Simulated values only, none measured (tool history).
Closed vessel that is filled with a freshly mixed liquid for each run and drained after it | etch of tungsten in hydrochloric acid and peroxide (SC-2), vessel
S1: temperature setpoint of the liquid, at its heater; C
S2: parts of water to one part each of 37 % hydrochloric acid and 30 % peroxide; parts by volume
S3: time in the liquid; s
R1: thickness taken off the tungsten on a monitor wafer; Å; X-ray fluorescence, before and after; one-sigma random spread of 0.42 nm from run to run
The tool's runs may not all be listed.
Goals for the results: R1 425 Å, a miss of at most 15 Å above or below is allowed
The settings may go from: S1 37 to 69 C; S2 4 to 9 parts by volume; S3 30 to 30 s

{"run": 1, "hour": 0.0, "S1": 53, "S2": 5, "S3": 30, "R1": 176.55}
{"run": 2, "hour": 2.8, "S1": 57.5, "S2": 5, "S3": 30, "R1": 233.43}
{"run": 3, "hour": 8.2, "S1": 59, "S2": 5, "S3": 30, "R1": 255.98}
{"run": 4, "hour": 17.1, "S1": 64.5, "S2": 5, "S3": 30, "R1": 359.39}
{"run": 5, "hour": 22.2, "S1": 58, "S2": 5, "S3": 30, "R1": 240.31}
{"run": 6, "hour": 23.5, "S1": 55, "S2": 5, "S3": 30, "R1": 201.21}
{"run": 7, "hour": 28.5, "S1": 57, "S2": 5, "S3": 30, "R1": 225.4}
{"run": 8, "hour": 37.2, "S1": 57, "S2": 5, "S3": 30, "R1": 224.58}
{"run": 9, "hour": 42.4, "S1": 65, "S2": 5, "S3": 30, "R1": 370.06}
{"hour": 44.9, "done": "chemicals flow meter replaced"}
{"run": 10, "hour": 44.9, "S1": 65.5, "S2": 5, "S3": 30, "R1": 404.43}

Exercise: of the 5 proposed moves below, exactly one satisfies all targets within the stated allowed misses. Which move is it?
{"run": "A", "hour": 47.4, "S1": 64, "S2": 5, "S3": 30, "R1": "?"}
{"run": "B", "hour": 47.4, "S1": 61.5, "S2": 4, "S3": 30, "R1": "?"}
{"run": "C", "hour": 47.4, "S1": 67.5, "S2": 5.5, "S3": 30, "R1": "?"}
{"run": "D", "hour": 47.4, "S1": 65.5, "S2": 5.5, "S3": 30, "R1": "?"}
{"run": "E", "hour": 47.4, "S1": 65, "S2": 5.5, "S3": 30, "R1": "?"}

move=A R1=366.56
move=B R1=366.51
move=C R1=422.99
move=D R1=374.89
move=E R1=363.66
A: lands further from the targets than the last run did
B: lands further from the targets than the last run did
C: hits every target within its allowed miss
D: lands further from the targets than the last run did
E: lands further from the targets than the last run did
The right move is C.

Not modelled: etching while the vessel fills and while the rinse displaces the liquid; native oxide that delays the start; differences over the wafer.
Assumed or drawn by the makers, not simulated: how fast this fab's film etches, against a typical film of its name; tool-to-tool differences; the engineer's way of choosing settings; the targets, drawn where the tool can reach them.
